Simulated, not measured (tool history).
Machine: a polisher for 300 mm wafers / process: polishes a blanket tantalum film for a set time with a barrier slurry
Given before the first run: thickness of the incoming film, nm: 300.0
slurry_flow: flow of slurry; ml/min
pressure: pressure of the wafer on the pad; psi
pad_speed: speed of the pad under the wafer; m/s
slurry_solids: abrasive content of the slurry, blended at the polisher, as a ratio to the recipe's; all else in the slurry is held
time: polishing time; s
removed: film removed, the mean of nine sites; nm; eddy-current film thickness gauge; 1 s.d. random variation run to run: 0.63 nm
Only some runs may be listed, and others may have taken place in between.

run    day  slurry_flow  pressure  pad_speed  slurry_solids  time  removed
  1  0.000          140       1.7       1.26           1.00    45   80.879
  2  0.212          140       1.6       1.26           1.00    45   77.667
  3  0.533          140       1.6       1.26           1.00    45   76.731
  4  0.742          140       1.6       1.26           1.00    48   82.571
  5  1.033          140       1.6       1.26           1.00    48   81.585
  6  1.404          140       1.6       1.26           1.15    48   83.622
  7  1.654          140       1.5       1.26           1.15    48   80.897
  8  1.967          140       1.4       1.26           1.15    48   74.955
  9  2.238          140       1.3       1.26           1.15    48   69.420
 10  2.267          135       1.1       1.26           1.15    48   58.559
 11  2.525          125       1.1       1.26           1.15    48   57.593
 12  2.762          115       1.1       1.26           1.15    48   57.074

Run 13 is up next; what results do you expect?
 13  3.092          110       1.0       1.26           1.15    48        ?

{"run 13": {"removed": 51.908}}

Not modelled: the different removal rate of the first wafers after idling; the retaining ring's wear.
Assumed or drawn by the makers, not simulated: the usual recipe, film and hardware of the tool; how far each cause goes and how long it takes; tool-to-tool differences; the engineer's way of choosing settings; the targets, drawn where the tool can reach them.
